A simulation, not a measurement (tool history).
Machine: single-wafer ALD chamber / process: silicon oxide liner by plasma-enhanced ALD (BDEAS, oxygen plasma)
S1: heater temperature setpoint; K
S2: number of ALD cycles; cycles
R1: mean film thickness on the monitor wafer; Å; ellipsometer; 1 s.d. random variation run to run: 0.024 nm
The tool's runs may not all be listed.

run  hour      S1  S2      R1
  1   0.0  588.15  83  77.839
  2   4.3  581.15  83  78.559
  3  10.5  581.15  87  82.713
  4  18.1  581.15  90  85.196
  5  24.3  581.15  82  78.135
  6  29.8  581.15  78  74.319
  7  35.5  580.15  84  80.030

Run 8, settings as shown, results not yet in. Your forecast:
  8  44.4  579.15  88   ?

Run 8 yielded R1 83.674 Å.
